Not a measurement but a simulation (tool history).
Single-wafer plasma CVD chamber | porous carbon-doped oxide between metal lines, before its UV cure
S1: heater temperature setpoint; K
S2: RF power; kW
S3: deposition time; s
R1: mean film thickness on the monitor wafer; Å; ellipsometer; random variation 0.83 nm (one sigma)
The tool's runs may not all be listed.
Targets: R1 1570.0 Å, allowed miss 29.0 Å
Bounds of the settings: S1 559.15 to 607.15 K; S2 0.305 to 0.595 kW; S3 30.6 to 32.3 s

run  hour      S1     S2    S3      R1
  1   0.0  583.15  0.450  32.3  1399.9
  2   3.0  583.15  0.395  32.3  1242.0
  3   5.7  583.15  0.420  32.3  1323.6
  4   7.6  583.15  0.420  30.6  1251.8
  5  10.8  581.15  0.425  30.6  1276.9
  6  15.6  579.15  0.435  30.6  1315.9
  7  24.2  577.15  0.440  30.6  1350.8
  8  29.2  575.15  0.445  30.6  1376.8
  9  32.2  574.15  0.450  30.6  1402.1

Which of these 4 next moves meets every target?
  A  35.2  576.15  0.495  32.3   ?
  B  35.2  571.15  0.495  32.3   ?
  C  35.2  576.15  0.500  31.1   ?
  D  35.2  560.15  0.445  30.6   ?

move      R1
   A  1559.0
   B  1610.8
   C  1513.5
   D  1524.6
A: meets every target
B: takes the result that was furthest off past its target
C: nearer than the last run, and not there yet
D: nearer than the last run, and not there yet
Answer: A
